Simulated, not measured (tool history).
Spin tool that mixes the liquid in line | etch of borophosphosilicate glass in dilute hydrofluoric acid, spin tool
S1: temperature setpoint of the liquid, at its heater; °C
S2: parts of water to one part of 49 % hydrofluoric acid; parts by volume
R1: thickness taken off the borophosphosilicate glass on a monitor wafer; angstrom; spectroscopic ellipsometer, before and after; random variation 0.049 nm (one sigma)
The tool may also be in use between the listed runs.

{"run": 1, "hour": 0.0, "S1": 26, "S2": 70, "time under the liquid (s)": 20, "R1": 154.98}
{"run": 2, "hour": 3.6, "S1": 26, "S2": 55, "time under the liquid (s)": 20, "R1": 204.05}
{"run": 3, "hour": 5.8, "S1": 24, "S2": 65, "time under the liquid (s)": 20, "R1": 157.88}
{"run": 4, "hour": 7.0, "S1": 22.5, "S2": 75, "time under the liquid (s)": 20, "R1": 125.09}
{"run": 5, "hour": 11.5, "S1": 24.5, "S2": 75, "time under the liquid (s)": 20, "R1": 136.71}
{"run": 6, "hour": 19.8, "S1": 21.5, "S2": 75, "time under the liquid (s)": 20, "R1": 121.7}
{"run": 7, "hour": 26.3, "S1": 20.5, "S2": 80, "time under the liquid (s)": 20, "R1": 109.35}
{"run": 8, "hour": 33.1, "S1": 20, "S2": 85, "time under the liquid (s)": 20, "R1": 99.075}
{"run": 9, "hour": 33.6, "S1": 19.5, "S2": 90, "time under the liquid (s)": 20, "R1": 90.258}
{"run": 10, "hour": 39.9, "S1": 19, "S2": 90, "time under the liquid (s)": 20, "R1": 89.169}

Forecast run 11:
{"run": 11, "hour": 43.3, "S1": 18.5, "S2": 90, "time under the liquid (s)": 20, "R1": "?"}

{"run 11": {"R1": 87.7}}
